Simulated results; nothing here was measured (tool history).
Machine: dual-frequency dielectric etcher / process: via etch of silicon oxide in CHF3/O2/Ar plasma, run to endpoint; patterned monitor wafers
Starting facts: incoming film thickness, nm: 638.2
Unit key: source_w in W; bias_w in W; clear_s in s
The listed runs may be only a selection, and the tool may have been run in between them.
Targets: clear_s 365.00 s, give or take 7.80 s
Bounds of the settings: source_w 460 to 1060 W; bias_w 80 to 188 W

run  hour  source_w  bias_w  clear_s
  1   0.0       760     134   312.34
  2   8.5       870     134   297.11
  3  12.8       990     134   286.40
  4  19.2       990     155   270.22
  5  24.9       930     148   282.85
  6  30.0       880     142   290.77
  7  33.7       830     136   300.07
  8  36.6       790     131   314.62
  9  42.9       760     129   312.23
 10  49.8       610     102   371.69

Below are 4 possible settings for the next run. Only one of them brings all results inside the allowed miss of their targets. Which is it?
  A  56.7       660      91        ?
  B  56.7       490     115        ?
  C  56.7       680      91        ?
  D  56.7       570     114        ?

move  clear_s
   A   380.46
   B   379.05
   C   376.73
   D   363.25
A: misses by more than the last run did
B: misses by more than the last run did
C: misses by more than the last run did
D: meets every target
Answer: D

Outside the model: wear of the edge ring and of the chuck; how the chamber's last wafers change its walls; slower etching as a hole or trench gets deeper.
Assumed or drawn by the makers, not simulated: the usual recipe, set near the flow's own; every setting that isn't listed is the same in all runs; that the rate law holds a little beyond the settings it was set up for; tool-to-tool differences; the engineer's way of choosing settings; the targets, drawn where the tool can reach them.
